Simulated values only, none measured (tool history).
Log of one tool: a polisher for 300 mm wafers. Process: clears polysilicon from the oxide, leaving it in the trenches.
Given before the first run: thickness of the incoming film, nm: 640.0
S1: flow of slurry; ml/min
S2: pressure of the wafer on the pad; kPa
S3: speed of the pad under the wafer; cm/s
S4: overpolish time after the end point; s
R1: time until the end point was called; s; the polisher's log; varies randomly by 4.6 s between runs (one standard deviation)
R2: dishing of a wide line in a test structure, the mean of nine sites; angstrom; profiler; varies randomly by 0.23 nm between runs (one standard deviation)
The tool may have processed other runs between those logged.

run 1 day=0.000 | S1=190 S2=11.0 S3=110 S4=10 | R1=81.275 R2=399.87
run 2 day=0.167 | S1=185 S2=10.3 S3=102 S4=9 | R1=94.256 R2=346.71
run 3 day=0.396 | S1=150 S2=10.3 S3=102 S4=9 | R1=94.212 R2=337.36
run 4 day=0.721 | S1=150 S2=13.1 S3=102 S4=9 | R1=81.742 R2=368.14
run 5 day=0.817 | S1=145 S2=11.7 S3=96 S4=8 | R1=93.261 R2=308.06
run 6 day=1.188 | S1=170 S2=11.7 S3=96 S4=8 | R1=92.680 R2=325.13
run 7 day=1.292 | S1=165 S2=11.0 S3=90 S4=7 | R1=101.530 R2=286.24

Run 8 is up next; what results do you expect?
run 8 day=1.446 | S1=160 S2=10.3 S3=84 S4=6 | R1=? R2=?

{"run 8": {"R1": 114.46, "R2": 222.26}}
